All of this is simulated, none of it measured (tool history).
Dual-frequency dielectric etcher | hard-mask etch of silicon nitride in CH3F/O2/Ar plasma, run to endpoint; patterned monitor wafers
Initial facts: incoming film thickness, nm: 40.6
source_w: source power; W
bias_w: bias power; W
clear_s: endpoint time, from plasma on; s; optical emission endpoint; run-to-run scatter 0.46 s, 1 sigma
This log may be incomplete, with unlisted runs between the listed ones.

run 1 hour=0.0 | source_w=290 bias_w=77 | clear_s=69.693
run 2 hour=6.7 | source_w=280 bias_w=76 | clear_s=71.044
run 3 hour=15.2 | source_w=310 bias_w=76 | clear_s=68.301
run 4 hour=22.5 | source_w=310 bias_w=70 | clear_s=70.245
run 5 hour=26.2 | source_w=330 bias_w=70 | clear_s=68.599
run 6 hour=35.0 | source_w=320 bias_w=69 | clear_s=68.808

Forecast run 7:
run 7 hour=41.7 | source_w=310 bias_w=68 | clear_s=?

{"run 7": {"clear_s": 71.182}}
